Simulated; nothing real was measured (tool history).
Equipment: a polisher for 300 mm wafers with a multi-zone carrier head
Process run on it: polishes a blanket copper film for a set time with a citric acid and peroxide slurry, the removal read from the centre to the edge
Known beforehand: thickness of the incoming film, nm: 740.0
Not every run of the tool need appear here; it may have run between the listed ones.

| run | hour | flow of slurry (ml/min) | pressure of the head's centre zone | pressure of the head's middle zone | pressure of the head's edge zone | abrasive content of the slurry | polishing time (s) | film removed at the wafer's centre (angstrom) | film removed at mid-radius (angstrom) | film removed at the wafer's edge (angstrom) |
|---|---|---|---|---|---|---|---|---|---|---|
| 1 | 0.0 | 300 | 1.00 | 1.00 | 1.00 | 1.00 | 53 | 768.81 | 758.60 | 778.22 |
| 2 | 7.6 | 350 | 1.00 | 1.00 | 1.00 | 1.00 | 53 | 778.65 | 770.69 | 782.01 |
| 3 | 15.5 | 350 | 0.93 | 1.00 | 1.00 | 1.00 | 53 | 726.13 | 788.69 | 790.17 |
| 4 | 22.8 | 350 | 0.94 | 1.00 | 1.01 | 1.10 | 55 | 773.77 | 823.18 | 830.00 |
| 5 | 27.6 | 350 | 0.95 | 1.00 | 1.02 | 1.15 | 57 | 844.09 | 848.34 | 871.55 |
| 6 | 32.3 | 345 | 0.94 | 1.01 | 1.03 | 1.20 | 58 | 826.24 | 880.05 | 861.03 |
| 7 | 37.7 | 350 | 0.94 | 1.00 | 1.03 | 1.20 | 60 | 838.93 | 900.07 | 913.79 |
| 8 | 46.4 | 350 | 0.95 | 1.00 | 1.03 | 1.20 | 62 | 866.20 | 942.04 | 958.38 |
| 9 | 48.6 | 355 | 0.97 | 1.00 | 1.03 | 1.25 | 63 | 947.99 | 942.83 | 990.23 |

Run 10 has not been measured yet. What should we expect?
| 10 | 56.2 | 360 | 0.97 | 1.00 | 1.03 | 1.25 | 64 | ? | ? | ? |

film removed at the wafer's centre (angstrom): 959.25
film removed at mid-radius (angstrom): 966.69
film removed at the wafer's edge (angstrom): 1007.10
